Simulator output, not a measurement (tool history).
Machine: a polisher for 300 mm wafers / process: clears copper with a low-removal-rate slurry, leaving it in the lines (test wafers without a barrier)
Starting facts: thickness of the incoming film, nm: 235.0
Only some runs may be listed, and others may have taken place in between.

run  hour  flow of slurry (ml/min)  pressure of the wafer on the pad (psi)  speed of the pad under the wafer (cm/s)  abrasive content of the slurry  overpolish time after the end point (s)  time until the end point was called (s)  dishing of a wide line in a test structure (angstrom)
  1   0.0                      315                                     2.0                                       86                             1.0                                       14                                   119.22                                                127.350
  2   2.0                      315                                     1.8                                       78                             1.0                                       15                                   148.77                                                118.190
  3   6.4                      315                                     1.6                                       74                             1.0                                       16                                   168.11                                                109.940
  4   8.2                      315                                     1.2                                       74                             1.0                                       16                                   222.77                                                 90.943
  5   9.6                      315                                     1.2                                       74                             1.0                                       14                                   222.61                                                 81.313
  6  15.2                      315                                     1.1                                       70                             1.0                                       16                                   266.75                                                 82.300
  7  20.0                      315                                     1.1                                       70                             1.0                                       17                                   250.20                                                 86.307

What will run 8 give?
  8  28.4                      315                                     1.1                                       68                             1.0                                       18                                        ?                                                      ?

{"run 8": {"time until the end point was called (s)": 267.57, "dishing of a wide line in a test structure (angstrom)": 90.491}}

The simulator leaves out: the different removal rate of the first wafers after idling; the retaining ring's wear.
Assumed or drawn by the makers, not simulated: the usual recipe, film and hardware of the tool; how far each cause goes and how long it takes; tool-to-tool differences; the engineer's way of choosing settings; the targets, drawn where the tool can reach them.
